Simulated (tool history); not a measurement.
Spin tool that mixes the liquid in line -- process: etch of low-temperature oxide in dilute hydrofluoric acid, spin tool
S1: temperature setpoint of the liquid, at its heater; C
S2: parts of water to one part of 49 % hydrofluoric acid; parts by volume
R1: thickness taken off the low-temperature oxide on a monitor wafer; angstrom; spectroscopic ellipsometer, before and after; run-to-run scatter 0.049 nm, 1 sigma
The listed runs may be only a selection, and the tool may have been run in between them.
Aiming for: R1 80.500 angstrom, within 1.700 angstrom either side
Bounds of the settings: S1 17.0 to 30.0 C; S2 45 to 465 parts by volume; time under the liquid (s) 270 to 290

Run 1, hour 0.0: S1 22.0 C, S2 255 parts by volume, time under the liquid (s) 270. Result: R1 143.690 angstrom.
Run 2, hour 6.7: S1 24.5 C, S2 255 parts by volume, time under the liquid (s) 270. Result: R1 157.400 angstrom.
Run 3, hour 14.6: S1 24.5 C, S2 255 parts by volume, time under the liquid (s) 290. Result: R1 170.090 angstrom.
Run 4, hour 19.6: S1 24.5 C, S2 255 parts by volume, time under the liquid (s) 270. Result: R1 160.050 angstrom.
Run 5, hour 27.9: S1 24.5 C, S2 205 parts by volume, time under the liquid (s) 270. Result: R1 205.180 angstrom.
Run 6, hour 31.7: S1 26.0 C, S2 205 parts by volume, time under the liquid (s) 270. Result: R1 218.390 angstrom.
Run 7, hour 39.9: S1 22.0 C, S2 310 parts by volume, time under the liquid (s) 270. Result: R1 112.870 angstrom.
Run 8, hour 41.4: S1 21.5 C, S2 315 parts by volume, time under the liquid (s) 270. Result: R1 108.040 angstrom.
Run 9, hour 49.5: S1 21.0 C, S2 320 parts by volume, time under the liquid (s) 270. Result: R1 104.140 angstrom.
Run 10, hour 54.4: S1 20.5 C, S2 325 parts by volume, time under the liquid (s) 270. Result: R1 100.030 angstrom.
Run 11, hour 63.3: S1 20.0 C, S2 330 parts by volume, time under the liquid (s) 270. Result: R1 96.057 angstrom.
Run 12, hour 71.6: S1 19.5 C, S2 335 parts by volume, time under the liquid (s) 270. Result: R1 93.504 angstrom.
Run 13, hour 76.3: S1 19.0 C, S2 340 parts by volume, time under the liquid (s) 270. Result: R1 90.609 angstrom.
Run 14, hour 83.1: S1 18.5 C, S2 340 parts by volume, time under the liquid (s) 270. Result: R1 87.222 angstrom.
Run 15, hour 91.5: S1 17.5 C, S2 345 parts by volume, time under the liquid (s) 270. Result: R1 82.833 angstrom.

Below are 5 possible settings for the next run. Only one of them brings all results inside the allowed miss of their targets. Which is it?
Run A, hour 99.9: S1 22.0 C, S2 425 parts by volume, time under the liquid (s) 290. Result: R1 ?.
Run B, hour 99.9: S1 19.5 C, S2 360 parts by volume, time under the liquid (s) 270. Result: R1 ?.
Run C, hour 99.9: S1 17.0 C, S2 335 parts by volume, time under the liquid (s) 270. Result: R1 ?.
Run D, hour 99.9: S1 20.0 C, S2 375 parts by volume, time under the liquid (s) 285. Result: R1 ?.
Run E, hour 99.9: S1 17.5 C, S2 340 parts by volume, time under the liquid (s) 270. Result: R1 ?.

move      R1
   A  80.323
   B  85.561
   C  85.698
   D  87.142
   E  85.667
A: every result lands within tolerance
B: further off than the last run
C: further off than the last run
D: further off than the last run
E: further off than the last run
The move that meets every target is A.
